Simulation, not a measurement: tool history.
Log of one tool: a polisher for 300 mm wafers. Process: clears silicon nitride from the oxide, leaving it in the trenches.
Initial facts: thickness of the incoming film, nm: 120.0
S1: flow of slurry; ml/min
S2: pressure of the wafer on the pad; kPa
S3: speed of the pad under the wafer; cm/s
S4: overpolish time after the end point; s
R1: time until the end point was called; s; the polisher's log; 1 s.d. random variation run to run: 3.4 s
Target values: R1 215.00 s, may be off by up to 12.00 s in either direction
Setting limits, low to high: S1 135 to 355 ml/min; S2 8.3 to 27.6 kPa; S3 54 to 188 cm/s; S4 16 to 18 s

run	hour	S1	S2	S3	S4	R1
1	0.0	225	17.9	120	16	136.79
2	0.7	265	17.9	120	16	134.09
3	9.8	265	15.2	118	16	150.59
4	13.1	265	15.2	102	16	172.90
5	15.0	290	15.2	102	16	172.50
6	15.7	345	15.2	102	16	169.74
7	17.6	345	13.8	100	16	183.55
# hour 24.6: worn pad replaced by a new one
8	24.6	345	13.1	100	16	182.19
9	31.3	345	11.7	98	16	200.22

Which of these 5 next moves meets every target?
A	38.0	335	9.7	132	18	?
B	38.0	335	14.5	92	16	?
C	38.0	325	13.1	94	17	?
D	38.0	355	11.7	88	16	?
E	38.0	355	11.0	112	18	?

move	R1
A	180.41
B	176.35
C	188.21
D	214.14
E	185.89
A: its largest miss is bigger than the last run's
B: its largest miss is bigger than the last run's
C: its largest miss is bigger than the last run's
D: in spec on every target
E: its largest miss is bigger than the last run's
D is the move that brings every result within its allowed miss.

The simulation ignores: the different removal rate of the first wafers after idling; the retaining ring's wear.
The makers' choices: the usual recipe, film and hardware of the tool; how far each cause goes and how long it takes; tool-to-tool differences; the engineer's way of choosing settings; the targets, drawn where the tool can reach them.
